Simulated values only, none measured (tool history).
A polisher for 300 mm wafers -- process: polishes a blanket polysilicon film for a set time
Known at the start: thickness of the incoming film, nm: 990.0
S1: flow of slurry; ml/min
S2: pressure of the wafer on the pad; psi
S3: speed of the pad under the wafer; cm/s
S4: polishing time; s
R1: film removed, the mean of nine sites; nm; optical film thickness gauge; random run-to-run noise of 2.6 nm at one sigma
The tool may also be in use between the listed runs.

run 1 hour=0.0 | S1=180 S2=3.2 S3=84 S4=57 | R1=388.35
run 2 hour=1.9 | S1=180 S2=3.2 S3=70 S4=57 | R1=327.95
run 3 hour=4.4 | S1=180 S2=3.0 S3=70 S4=57 | R1=314.84
run 4 hour=11.3 | S1=180 S2=2.8 S3=70 S4=57 | R1=289.87
run 5 hour=12.9 | S1=180 S2=2.7 S3=70 S4=57 | R1=279.27
run 6 hour=20.7 | S1=180 S2=2.7 S3=48 S4=57 | R1=194.78
run 7 hour=24.4 | S1=185 S2=2.9 S3=48 S4=57 | R1=207.11

Estimate the outcome of run 8 from the log above:
run 8 hour=28.7 | S1=185 S2=3.0 S3=48 S4=57 | R1=?

R1: 219.65 nm
